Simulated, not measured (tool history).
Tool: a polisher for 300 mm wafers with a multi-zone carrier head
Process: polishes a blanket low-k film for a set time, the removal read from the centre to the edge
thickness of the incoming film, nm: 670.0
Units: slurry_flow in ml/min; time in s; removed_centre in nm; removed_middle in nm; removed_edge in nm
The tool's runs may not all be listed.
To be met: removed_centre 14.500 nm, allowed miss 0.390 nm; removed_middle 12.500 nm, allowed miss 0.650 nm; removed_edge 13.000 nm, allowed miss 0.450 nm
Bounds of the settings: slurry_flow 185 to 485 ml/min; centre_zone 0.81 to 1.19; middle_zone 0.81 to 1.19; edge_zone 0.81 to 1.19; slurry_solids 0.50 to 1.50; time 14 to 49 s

run	day	slurry_flow	centre_zone	middle_zone	edge_zone	slurry_solids	time	removed_centre	removed_middle	removed_edge
1	0.000	310	1.00	1.00	1.00	1.00	31	15.562	15.303	15.222
2	0.112	305	1.01	0.96	0.96	0.95	31	14.959	14.319	14.129
3	0.383	305	1.01	0.91	0.96	0.95	31	14.753	13.675	14.317
4	0.738	295	1.02	0.89	0.93	0.95	31	15.107	13.614	14.205
5	0.917	295	1.02	0.87	0.91	0.90	31	14.579	12.297	13.510
6	1.000	295	1.02	0.87	0.91	1.10	31	16.707	14.302	15.306
7	1.162	295	1.01	0.87	0.88	1.05	31	15.827	13.481	14.859
8	1.267	290	1.02	0.89	0.87	1.00	31	15.716	13.688	14.031
9	1.304	285	1.01	0.88	0.85	0.95	31	14.779	13.114	13.787
10	1.379	285	1.02	0.88	0.84	0.95	31	15.147	12.896	13.507
11	1.596	280	1.02	0.88	0.83	0.95	31	15.207	13.034	13.601

4 next moves are on the table. One of them brings every result within its allowed miss. Which?
A	1.812	280	1.19	0.82	0.83	0.85	30	?	?	?
B	1.812	280	1.04	0.89	0.88	0.85	32	?	?	?
C	1.812	280	0.96	0.88	0.85	0.95	32	?	?	?
D	1.812	290	1.12	0.89	0.89	0.90	30	?	?	?

move	removed_centre	removed_middle	removed_edge
A	15.539	11.278	12.200
B	14.513	12.878	13.283
C	14.547	13.847	14.230
D	15.356	12.652	13.098
A: further off than the last run
B: meets every target
C: brings the result that was furthest off to its target, and leaves another outside
D: further off than the last run
Move B is the one to make.
